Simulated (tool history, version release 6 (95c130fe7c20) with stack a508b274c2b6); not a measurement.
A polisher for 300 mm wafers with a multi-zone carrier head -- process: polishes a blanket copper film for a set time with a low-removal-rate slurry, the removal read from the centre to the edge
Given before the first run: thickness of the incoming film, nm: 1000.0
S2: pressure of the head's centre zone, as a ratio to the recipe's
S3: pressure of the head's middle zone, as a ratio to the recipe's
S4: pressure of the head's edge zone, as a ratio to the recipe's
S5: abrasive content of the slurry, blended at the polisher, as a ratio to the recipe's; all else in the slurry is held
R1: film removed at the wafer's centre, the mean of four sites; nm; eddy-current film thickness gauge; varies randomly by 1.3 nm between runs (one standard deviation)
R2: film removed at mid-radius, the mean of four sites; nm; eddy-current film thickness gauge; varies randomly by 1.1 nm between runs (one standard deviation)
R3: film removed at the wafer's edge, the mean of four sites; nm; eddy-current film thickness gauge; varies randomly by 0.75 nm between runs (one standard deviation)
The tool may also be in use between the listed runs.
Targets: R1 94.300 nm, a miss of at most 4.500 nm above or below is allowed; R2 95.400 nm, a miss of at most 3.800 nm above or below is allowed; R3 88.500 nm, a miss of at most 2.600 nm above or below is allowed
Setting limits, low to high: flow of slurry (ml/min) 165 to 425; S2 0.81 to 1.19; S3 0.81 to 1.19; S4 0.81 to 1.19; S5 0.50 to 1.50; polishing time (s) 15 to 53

Run 1, hour 0.0: flow of slurry (ml/min) 275, S2 1.00, S3 1.00, S4 1.00, S5 1.00, polishing time (s) 34. Result: R1 73.866 nm, R2 76.645 nm, R3 76.330 nm.
Run 2, hour 7.5: flow of slurry (ml/min) 275, S2 1.00, S3 1.00, S4 1.00, S5 1.00, polishing time (s) 41. Result: R1 90.737 nm, R2 93.845 nm, R3 92.077 nm.
Run 3, hour 11.1: flow of slurry (ml/min) 275, S2 1.03, S3 1.00, S4 1.00, S5 1.00, polishing time (s) 41. Result: R1 96.086 nm, R2 92.346 nm, R3 92.301 nm.
Run 4, hour 15.4: flow of slurry (ml/min) 275, S2 1.03, S3 1.00, S4 1.00, S5 1.20, polishing time (s) 41. Result: R1 99.606 nm, R2 98.561 nm, R3 97.151 nm.
Run 5, hour 18.4: flow of slurry (ml/min) 270, S2 1.03, S3 1.00, S4 0.98, S5 1.20, polishing time (s) 41. Result: R1 98.498 nm, R2 96.922 nm, R3 95.569 nm.
Run 6, hour 19.1: flow of slurry (ml/min) 265, S2 1.03, S3 1.01, S4 0.96, S5 1.20, polishing time (s) 41. Result: R1 98.381 nm, R2 96.547 nm, R3 94.739 nm.
Run 7, hour 26.5: flow of slurry (ml/min) 265, S2 1.03, S3 1.02, S4 0.94, S5 1.20, polishing time (s) 41. Result: R1 97.123 nm, R2 100.080 nm, R3 94.971 nm.
Run 8, hour 34.0: flow of slurry (ml/min) 265, S2 1.03, S3 1.02, S4 0.93, S5 1.15, polishing time (s) 41. Result: R1 96.967 nm, R2 96.359 nm, R3 93.030 nm.
Run 9, hour 42.6: flow of slurry (ml/min) 265, S2 1.03, S3 1.03, S4 0.92, S5 1.15, polishing time (s) 41. Result: R1 98.545 nm, R2 97.960 nm, R3 91.878 nm.

Below are 4 possible settings for the next run. Only one of them brings all results inside the allowed miss of their targets. Which is it?
Run A, hour 51.2: flow of slurry (ml/min) 230, S2 1.02, S3 1.01, S4 0.91, S5 1.25, polishing time (s) 41. Result: R1 ?, R2 ?, R3 ?.
Run B, hour 51.2: flow of slurry (ml/min) 305, S2 1.15, S3 0.86, S4 0.89, S5 1.20, polishing time (s) 43. Result: R1 ?, R2 ?, R3 ?.
Run C, hour 51.2: flow of slurry (ml/min) 345, S2 1.02, S3 0.93, S4 0.93, S5 1.00, polishing time (s) 43. Result: R1 ?, R2 ?, R3 ?.
Run D, hour 51.2: flow of slurry (ml/min) 315, S2 1.10, S3 1.12, S4 1.04, S5 0.95, polishing time (s) 38. Result: R1 ?, R2 ?, R3 ?.

move       R1      R2      R3
   A   97.369  96.674  93.303
   B  116.990  90.128  98.089
   C  100.590  92.855  96.272
   D   93.798  94.054  87.872
A: lands further from the targets than the last run did
B: lands further from the targets than the last run did
C: lands further from the targets than the last run did
D: every result lands within tolerance
Go with D: it meets all targets.

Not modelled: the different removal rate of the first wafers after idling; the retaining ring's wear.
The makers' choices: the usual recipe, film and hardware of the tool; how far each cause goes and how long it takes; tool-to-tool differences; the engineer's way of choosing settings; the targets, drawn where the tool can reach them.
